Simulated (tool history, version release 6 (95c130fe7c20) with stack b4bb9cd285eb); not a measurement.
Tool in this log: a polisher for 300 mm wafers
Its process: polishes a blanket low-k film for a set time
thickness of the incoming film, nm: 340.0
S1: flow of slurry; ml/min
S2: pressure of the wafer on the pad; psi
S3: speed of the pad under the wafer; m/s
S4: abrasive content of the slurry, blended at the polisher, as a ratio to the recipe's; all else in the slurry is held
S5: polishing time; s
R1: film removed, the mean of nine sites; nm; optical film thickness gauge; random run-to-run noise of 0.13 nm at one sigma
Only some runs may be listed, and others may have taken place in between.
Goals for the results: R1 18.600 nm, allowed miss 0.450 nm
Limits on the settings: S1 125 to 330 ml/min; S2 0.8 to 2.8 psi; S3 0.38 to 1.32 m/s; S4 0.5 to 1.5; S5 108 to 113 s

run 1 hour=0.0 | S1=210 S2=1.8 S3=0.84 S4=1.0 S5=108 | R1=32.785
run 2 hour=3.8 | S1=180 S2=1.8 S3=0.84 S4=1.0 S5=108 | R1=32.038
run 3 hour=6.6 | S1=180 S2=1.8 S3=0.84 S4=1.1 S5=108 | R1=33.376
run 4 hour=12.3 | S1=175 S2=1.5 S3=0.84 S4=1.1 S5=108 | R1=27.557
run 5 hour=14.4 | S1=170 S2=1.3 S3=0.84 S4=1.1 S5=108 | R1=24.080
run 6 hour=23.2 | S1=170 S2=1.3 S3=0.84 S4=1.0 S5=108 | R1=23.103
run 7 hour=26.3 | S1=165 S2=1.2 S3=0.84 S4=1.0 S5=108 | R1=21.437
run 8 hour=32.4 | S1=145 S2=1.0 S3=0.84 S4=1.0 S5=108 | R1=17.432

Next run, 5 choices. One meets every target within its allowed miss, the rest don't. Which?
run A hour=38.5 | S1=150 S2=1.0 S3=0.88 S4=1.1 S5=111 | R1=?
run B hour=38.5 | S1=165 S2=1.0 S3=0.84 S4=1.0 S5=112 | R1=?
run C hour=38.5 | S1=150 S2=1.3 S3=0.62 S4=1.0 S5=113 | R1=?
run D hour=38.5 | S1=130 S2=1.1 S3=0.80 S4=1.1 S5=113 | R1=?
run E hour=38.5 | S1=155 S2=1.0 S3=0.88 S4=1.2 S5=110 | R1=?

move=A R1=19.589
move=B R1=18.635
move=C R1=19.495
move=D R1=19.946
move=E R1=20.266
A: carries the result that was furthest off beyond its target, to the other side
B: all results in spec
C: carries the result that was furthest off beyond its target, to the other side
D: carries the result that was furthest off beyond its target, to the other side
E: carries the result that was furthest off beyond its target, to the other side
Go with B: it meets all targets.
